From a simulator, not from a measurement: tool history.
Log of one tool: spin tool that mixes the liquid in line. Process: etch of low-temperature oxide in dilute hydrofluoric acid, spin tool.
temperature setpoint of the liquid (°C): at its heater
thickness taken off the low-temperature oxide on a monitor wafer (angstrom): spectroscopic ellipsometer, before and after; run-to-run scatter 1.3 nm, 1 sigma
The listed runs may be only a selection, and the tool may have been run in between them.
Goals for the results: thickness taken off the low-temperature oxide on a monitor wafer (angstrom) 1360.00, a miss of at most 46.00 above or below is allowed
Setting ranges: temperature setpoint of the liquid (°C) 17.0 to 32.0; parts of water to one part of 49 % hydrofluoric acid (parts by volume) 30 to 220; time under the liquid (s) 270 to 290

run  hour  temperature setpoint of the liquid (°C)  parts of water to one part of 49 % hydrofluoric acid (parts by volume)  time under the liquid (s)  thickness taken off the low-temperature oxide on a monitor wafer (angstrom)
  1   0.0                                     24.0                                                                     125                        270                                                                       899.10
  2   2.1                                     24.0                                                                     145                        270                                                                       759.64
  3   4.1                                     22.5                                                                     145                        270                                                                       705.84
  4  12.1                                     23.5                                                                     140                        270                                                                       763.17
  5  18.0                                     24.5                                                                     135                        270                                                                       839.66
  6  24.9                                     25.5                                                                     130                        270                                                                       906.11
  7  30.0                                     26.0                                                                     125                        270                                                                       990.90
  8  36.2                                     26.5                                                                     125                        270                                                                       970.67
  9  41.1                                     27.0                                                                     125                        270                                                                       994.39
 10  49.1                                     27.5                                                                     125                        270                                                                      1033.10
 11  51.7                                     28.0                                                                     125                        270                                                                      1057.40
 12  60.0                                     28.5                                                                     125                        270                                                                      1056.10
 13  64.9                                     29.0                                                                     125                        270                                                                      1084.20
 14  68.3                                     29.5                                                                     125                        270                                                                      1103.10
 15  72.6                                     31.0                                                                     115                        270                                                                      1277.00
     78.1  -- hydrofluoric acid flow meter replaced
 16  78.1                                     31.5                                                                     115                        270                                                                      1168.40
 17  84.9                                     31.5                                                                      95                        270                                                                      1450.30
 18  85.8                                     30.5                                                                      95                        270                                                                      1415.10

Which one of the following 5 next-run settings gets every result inside its allowed miss? There is exactly one.
  A  86.7                                     30.5                                                                     100                        280                                                                            ?
  B  86.7                                     32.0                                                                     100                        280                                                                            ?
  C  86.7                                     29.5                                                                      90                        280                                                                            ?
  D  86.7                                     29.0                                                                      95                        290                                                                            ?
  E  86.7                                     26.0                                                                      80                        280                                                                            ?

move  thickness taken off the low-temperature oxide on a monitor wafer (angstrom)
   A                                                                      1385.50
   B                                                                      1464.70
   C                                                                      1503.90
   D                                                                      1437.70
   E                                                                      1497.70
A: hits every target within its allowed miss
B: lands further from the targets than the last run did
C: lands further from the targets than the last run did
D: lands further from the targets than the last run did
E: lands further from the targets than the last run did
The move that meets every target is A.
